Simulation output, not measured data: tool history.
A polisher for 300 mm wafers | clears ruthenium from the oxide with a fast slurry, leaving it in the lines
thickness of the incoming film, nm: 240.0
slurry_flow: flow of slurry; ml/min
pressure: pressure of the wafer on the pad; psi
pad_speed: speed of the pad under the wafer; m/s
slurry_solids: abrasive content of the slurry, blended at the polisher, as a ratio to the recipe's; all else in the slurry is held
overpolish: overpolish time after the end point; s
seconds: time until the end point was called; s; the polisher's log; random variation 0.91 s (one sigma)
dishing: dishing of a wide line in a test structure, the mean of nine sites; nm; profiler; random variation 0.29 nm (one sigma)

run    day  slurry_flow  pressure  pad_speed  slurry_solids  overpolish  seconds  dishing
  1  0.000          140       2.9       1.26           1.00          14   37.965   62.362
  2  0.129          140       2.9       1.26           1.00          17   39.441   71.754
  3  0.354          140       2.9       1.26           1.00          22   39.661   87.667
  4  0.592          140       2.9       1.26           1.00          17   38.976   72.296
  5  0.829          145       2.7       1.16           1.00          14   45.095   54.920
  6  0.904          145       3.0       1.16           1.00          14   40.986   59.149
  7  0.925          140       2.9       1.08           1.00          12   43.116   47.033
  8  1.183          130       2.9       0.98           1.10          10   45.972   40.152
  9  1.525          120       3.1       0.88           1.10           9   49.485   34.434
 10  1.638          110       3.4       0.80           1.10           8   48.532   31.501
 11  1.854          105       3.7       0.74           1.05           7   49.230   27.053
 12  1.958          125       4.5       0.56           0.90           4   53.317   15.280
 13  2.296          125       4.4       0.62           0.90           4   50.139   16.026
 14  2.438          120       4.3       0.66           0.90           4   49.294   16.259
 15  2.488          120       4.2       0.70           0.90           4   47.320   16.441

Run 16 comes next. What will it give?
 16  2.683          120       4.1       0.72           0.95           4        ?        ?

{"run 16": {"seconds": 46.07, "dishing": 16.941}}
